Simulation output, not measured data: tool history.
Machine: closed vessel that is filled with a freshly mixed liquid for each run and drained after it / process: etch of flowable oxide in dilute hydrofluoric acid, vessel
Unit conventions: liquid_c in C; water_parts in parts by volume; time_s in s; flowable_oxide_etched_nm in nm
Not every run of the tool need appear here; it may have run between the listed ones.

{"run": 1, "hour": 0.0, "liquid_c": 21, "water_parts": 90, "time_s": 30, "flowable_oxide_etched_nm": 23.432}
{"run": 2, "hour": 2.4, "liquid_c": 22.5, "water_parts": 90, "time_s": 30, "flowable_oxide_etched_nm": 24.557}
{"run": 3, "hour": 10.9, "liquid_c": 20.5, "water_parts": 90, "time_s": 30, "flowable_oxide_etched_nm": 22.893}
{"run": 4, "hour": 12.1, "liquid_c": 23.5, "water_parts": 90, "time_s": 30, "flowable_oxide_etched_nm": 25.697}
{"run": 5, "hour": 15.8, "liquid_c": 21, "water_parts": 90, "time_s": 30, "flowable_oxide_etched_nm": 22.718}
{"run": 6, "hour": 23.0, "liquid_c": 20, "water_parts": 90, "time_s": 30, "flowable_oxide_etched_nm": 22.11}
{"run": 7, "hour": 27.5, "liquid_c": 24, "water_parts": 55, "time_s": 30, "flowable_oxide_etched_nm": 44.082}
{"run": 8, "hour": 32.7, "liquid_c": 25, "water_parts": 50, "time_s": 30, "flowable_oxide_etched_nm": 51.632}
{"run": 9, "hour": 39.0, "liquid_c": 25.5, "water_parts": 45, "time_s": 30, "flowable_oxide_etched_nm": 59.855}
{"run": 10, "hour": 42.0, "liquid_c": 26, "water_parts": 45, "time_s": 30, "flowable_oxide_etched_nm": 58.873}
{"hour": 45.2, "done": "thermometer replaced"}
{"run": 11, "hour": 45.2, "liquid_c": 29, "water_parts": 25, "time_s": 30, "flowable_oxide_etched_nm": 113.74}
{"run": 12, "hour": 49.3, "liquid_c": 29, "water_parts": 25, "time_s": 30, "flowable_oxide_etched_nm": 114.15}
{"run": 13, "hour": 57.7, "liquid_c": 28.5, "water_parts": 25, "time_s": 30, "flowable_oxide_etched_nm": 112.21}

Predict the results of run 14:
{"run": 14, "hour": 67.0, "liquid_c": 28, "water_parts": 25, "time_s": 30, "flowable_oxide_etched_nm": "?"}

flowable_oxide_etched_nm: 110.5 nm

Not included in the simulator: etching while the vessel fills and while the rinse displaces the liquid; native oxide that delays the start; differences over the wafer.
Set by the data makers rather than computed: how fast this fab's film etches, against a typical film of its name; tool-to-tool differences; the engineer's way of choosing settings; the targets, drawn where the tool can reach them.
